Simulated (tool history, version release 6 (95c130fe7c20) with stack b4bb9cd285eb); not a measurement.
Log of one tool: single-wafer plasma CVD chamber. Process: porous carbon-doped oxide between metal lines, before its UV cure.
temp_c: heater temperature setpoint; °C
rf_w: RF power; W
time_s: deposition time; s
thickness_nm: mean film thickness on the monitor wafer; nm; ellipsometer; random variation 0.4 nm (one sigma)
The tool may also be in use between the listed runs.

run    day  temp_c  rf_w  time_s  thickness_nm
  1      0     315   440    18.5        89.985
  2  0.083     315   440    18.5        90.341
  3  0.321     312   445    18.5        92.879
  4  0.654     310   445    18.5        93.907
  5    0.8     308   445    18.5        94.688
  6    1.1     306   445    18.5        95.979

The next listed run, before its measurement:
  7  1.288     304   445    18.5             ?

Run 7 gave thickness_nm 97.55 nm.

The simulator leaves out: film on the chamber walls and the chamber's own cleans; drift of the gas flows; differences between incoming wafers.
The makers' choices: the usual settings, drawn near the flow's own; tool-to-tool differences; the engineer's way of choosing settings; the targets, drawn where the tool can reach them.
